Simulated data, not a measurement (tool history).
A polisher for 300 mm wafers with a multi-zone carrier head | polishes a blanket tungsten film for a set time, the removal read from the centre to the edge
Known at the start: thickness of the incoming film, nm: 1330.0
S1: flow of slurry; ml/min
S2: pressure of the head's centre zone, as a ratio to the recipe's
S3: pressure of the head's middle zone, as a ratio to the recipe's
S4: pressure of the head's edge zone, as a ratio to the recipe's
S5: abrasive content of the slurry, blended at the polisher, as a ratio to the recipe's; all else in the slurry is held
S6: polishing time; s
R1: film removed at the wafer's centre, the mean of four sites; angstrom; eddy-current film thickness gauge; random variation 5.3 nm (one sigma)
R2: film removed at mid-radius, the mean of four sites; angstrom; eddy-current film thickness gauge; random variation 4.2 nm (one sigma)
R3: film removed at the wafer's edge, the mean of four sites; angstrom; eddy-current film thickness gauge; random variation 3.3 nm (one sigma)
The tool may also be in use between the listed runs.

| run | hour | S1 | S2 | S3 | S4 | S5 | S6 | R1 | R2 | R3 |
|---|---|---|---|---|---|---|---|---|---|---|
| 1 | 0.0 | 280 | 1.00 | 1.00 | 1.00 | 1.00 | 79 | 3972.8 | 3990.8 | 3807.8 |
| 2 | 8.0 | 280 | 1.00 | 1.00 | 1.04 | 1.00 | 79 | 3901.2 | 3915.9 | 3897.0 |
| 3 | 12.0 | 280 | 1.00 | 1.00 | 1.04 | 1.15 | 79 | 3990.5 | 4011.5 | 4004.2 |
| 4 | 19.2 | 280 | 1.05 | 1.00 | 1.04 | 1.15 | 79 | 4161.7 | 3954.1 | 3970.3 |
| 5 | 27.0 | 290 | 1.05 | 1.01 | 1.06 | 1.20 | 79 | 4306.0 | 4047.9 | 4046.7 |
| 6 | 27.8 | 320 | 1.05 | 1.01 | 1.06 | 1.20 | 79 | 4347.5 | 4181.5 | 4029.3 |
| 7 | 31.1 | 315 | 1.05 | 1.01 | 1.08 | 1.25 | 79 | 4286.0 | 4109.0 | 4105.7 |
| 8 | 32.0 | 315 | 1.05 | 1.01 | 1.09 | 1.30 | 79 | 4468.3 | 4098.9 | 4191.6 |

Run 9 comes next. What will it give?
| 9 | 36.2 | 340 | 1.00 | 1.05 | 1.16 | 1.35 | 80 | ? | ? | ? |

R1: 4281.0 angstrom
R2: 4391.2 angstrom
R3: 4436.4 angstrom

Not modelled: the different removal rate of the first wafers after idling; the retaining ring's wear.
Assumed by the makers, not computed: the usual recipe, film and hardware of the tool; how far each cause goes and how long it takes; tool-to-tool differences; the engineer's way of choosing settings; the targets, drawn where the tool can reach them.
